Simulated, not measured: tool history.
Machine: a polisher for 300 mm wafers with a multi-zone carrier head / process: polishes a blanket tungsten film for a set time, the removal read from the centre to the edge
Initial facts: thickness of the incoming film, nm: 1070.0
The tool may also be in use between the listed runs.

run,day,flow of slurry (ml/min),pressure of the head's centre zone,pressure of the head's middle zone,pressure of the head's edge zone,abrasive content of the slurry,polishing time (s),film removed at the wafer's centre (Å),film removed at mid-radius (Å),film removed at the wafer's edge (Å)
1,0,320,1,1,1,1,58,3309.5,3431.2,3399.2
2,0.296,320,1,1.02,1.01,1.05,58,3439.5,3485.1,3440.5
3,0.658,320,0.98,1.04,1.01,1.1,59,3423.8,3703.1,3594.4
4,0.892,320,0.98,1.06,1.01,1.15,59,3495.7,3707.2,3607.6
5,0.929,325,0.97,1.07,1,1.15,60,3495.2,3885.2,3617.9
6,1.158,325,0.97,1.08,1.01,1.2,60,3570.7,4000.9,3611.9
7,1.183,325,0.97,1.08,1.02,1.2,60,3484.7,3906.3,3716.7
8,1.329,325,0.97,1.08,1.02,1.2,60,3508.6,3917.9,3732.3
9,1.462,325,0.97,1.09,1.02,1.25,60,3549.8,4009,3693.9
10,1.538,325,0.97,1.1,1.03,1.3,60,3656.9,4124.5,3891.3
11,1.85,325,0.97,1.11,1.03,1.3,60,3623.9,4184.5,3840.4
12,1.967,325,0.97,1.12,1.03,1.3,60,3705.2,4218.2,3800.5

What will run 13 give?
13,2.288,325,0.97,1.13,1.04,1.3,60,?,?,?

Run 13 came out at film removed at the wafer's centre (Å) 3614.1, film removed at mid-radius (Å) 4125.7, film removed at the wafer's edge (Å) 3909.6.
